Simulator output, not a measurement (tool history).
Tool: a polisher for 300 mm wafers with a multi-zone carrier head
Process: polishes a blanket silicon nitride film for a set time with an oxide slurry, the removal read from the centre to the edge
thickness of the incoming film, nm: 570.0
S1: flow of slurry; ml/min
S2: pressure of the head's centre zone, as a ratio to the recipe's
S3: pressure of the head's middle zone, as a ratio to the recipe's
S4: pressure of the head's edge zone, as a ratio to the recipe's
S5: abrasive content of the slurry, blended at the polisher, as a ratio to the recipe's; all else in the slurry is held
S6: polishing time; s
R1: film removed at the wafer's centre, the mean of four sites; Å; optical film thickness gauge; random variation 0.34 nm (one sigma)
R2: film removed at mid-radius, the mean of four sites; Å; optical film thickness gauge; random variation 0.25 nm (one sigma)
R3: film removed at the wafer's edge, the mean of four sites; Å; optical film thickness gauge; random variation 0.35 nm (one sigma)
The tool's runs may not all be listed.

{"run": 1, "hour": 0.0, "S1": 165, "S2": 1.0, "S3": 1.0, "S4": 1.0, "S5": 1.0, "S6": 50, "R1": 321.43, "R2": 309.05, "R3": 297.98}
{"run": 2, "hour": 0.6, "S1": 165, "S2": 1.0, "S3": 1.03, "S4": 1.0, "S5": 1.0, "S6": 50, "R1": 318.94, "R2": 317.74, "R3": 305.89}
{"run": 3, "hour": 5.5, "S1": 165, "S2": 1.0, "S3": 1.03, "S4": 0.97, "S5": 1.0, "S6": 50, "R1": 314.71, "R2": 316.88, "R3": 304.46}
{"run": 4, "hour": 6.8, "S1": 165, "S2": 1.0, "S3": 1.03, "S4": 0.97, "S5": 1.2, "S6": 50, "R1": 351.5, "R2": 356.33, "R3": 334.2}
{"hour": 15.7, "done": "edge zone pressure recalibrated"}
{"run": 5, "hour": 15.7, "S1": 165, "S2": 1.0, "S3": 1.03, "S4": 0.93, "S5": 1.2, "S6": 50, "R1": 351.31, "R2": 351.83, "R3": 337.57}
{"run": 6, "hour": 21.8, "S1": 165, "S2": 1.0, "S3": 1.03, "S4": 0.99, "S5": 1.2, "S6": 50, "R1": 351.3, "R2": 353.49, "R3": 354.96}
{"run": 7, "hour": 29.5, "S1": 155, "S2": 0.95, "S3": 1.01, "S4": 0.95, "S5": 1.1, "S6": 50, "R1": 321.11, "R2": 330.12, "R3": 326.19}

The next listed run, before its measurement:
{"run": 8, "hour": 35.0, "S1": 140, "S2": 0.87, "S3": 1.05, "S4": 0.85, "S5": 0.85, "S6": 49, "R1": "?", "R2": "?", "R3": "?"}

{"run 8": {"R1": 241.12, "R2": 275.7, "R3": 252.19}}
